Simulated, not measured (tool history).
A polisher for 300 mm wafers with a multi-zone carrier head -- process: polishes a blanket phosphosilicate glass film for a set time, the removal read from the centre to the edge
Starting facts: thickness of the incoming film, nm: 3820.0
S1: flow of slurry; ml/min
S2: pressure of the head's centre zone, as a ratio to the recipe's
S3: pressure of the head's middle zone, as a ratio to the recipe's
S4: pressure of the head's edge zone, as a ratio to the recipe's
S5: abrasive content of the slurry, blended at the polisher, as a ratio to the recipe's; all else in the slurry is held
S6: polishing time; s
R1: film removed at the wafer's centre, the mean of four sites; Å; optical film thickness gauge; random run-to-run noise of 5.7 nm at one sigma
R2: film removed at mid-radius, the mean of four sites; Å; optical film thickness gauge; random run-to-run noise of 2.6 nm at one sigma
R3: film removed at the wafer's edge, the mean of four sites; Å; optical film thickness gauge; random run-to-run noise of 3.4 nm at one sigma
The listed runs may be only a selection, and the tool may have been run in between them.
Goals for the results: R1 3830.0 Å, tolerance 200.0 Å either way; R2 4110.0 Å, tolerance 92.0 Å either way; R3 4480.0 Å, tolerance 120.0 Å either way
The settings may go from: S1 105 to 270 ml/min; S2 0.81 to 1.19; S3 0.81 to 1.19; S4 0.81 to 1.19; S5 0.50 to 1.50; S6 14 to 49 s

run	day	S1	S2	S3	S4	S5	S6	R1	R2	R3
1	0.000	175	1.00	1.00	1.00	1.00	31	3961.9	4076.2	3951.9
2	0.342	175	1.00	1.00	1.00	1.00	25	3174.0	3283.1	3140.1
3	0.621	175	1.00	0.93	1.00	1.00	25	3222.8	3107.4	3221.0
4	0.875	175	1.00	0.93	1.00	1.00	20	2537.3	2516.4	2555.6
5	1.050	175	1.07	0.93	1.00	1.00	20	2767.5	2455.7	2544.7
6	1.179	180	1.04	0.93	1.04	1.10	21	2960.6	2740.7	2893.8
7	1.338	190	1.02	0.94	1.07	1.20	22	3104.7	3062.9	3236.3
8	1.400	195	1.02	0.95	1.09	1.25	23	3432.6	3306.4	3447.9
9	1.629	200	1.00	0.95	1.11	1.30	23	3440.9	3351.8	3507.2
10	1.971	190	0.98	0.95	1.12	1.35	24	3536.2	3546.3	3760.7
11	2.179	190	0.96	0.95	1.14	1.40	24	3504.8	3527.0	3908.4
12	2.438	195	0.95	0.96	1.15	1.40	24	3496.0	3606.4	3864.4
13	2.592	190	0.94	0.96	1.16	1.40	25	3518.8	3742.4	4000.6

Consider the 4 candidate settings below. Which is the only one whose results all fall within their allowed miss of target?
A	2.746	180	0.88	1.13	1.11	1.30	25	?	?	?
B	2.746	170	1.00	0.94	1.17	1.10	29	?	?	?
C	2.746	200	1.03	0.93	1.02	1.40	23	?	?	?
D	2.746	220	0.91	0.94	1.16	1.45	27	?	?	?

move	R1	R2	R3
A	3235.8	4173.2	3808.1
B	3908.2	3797.2	4186.4
C	3660.1	3411.0	3516.0
D	3904.4	4154.6	4509.9
A: brings the last run's worst result on target, with another outside its allowed miss
B: closer than the last run, but not yet in spec
C: the biggest miss grows against the last run
D: all results land within tolerance of their targets
Go with D: it meets all targets.
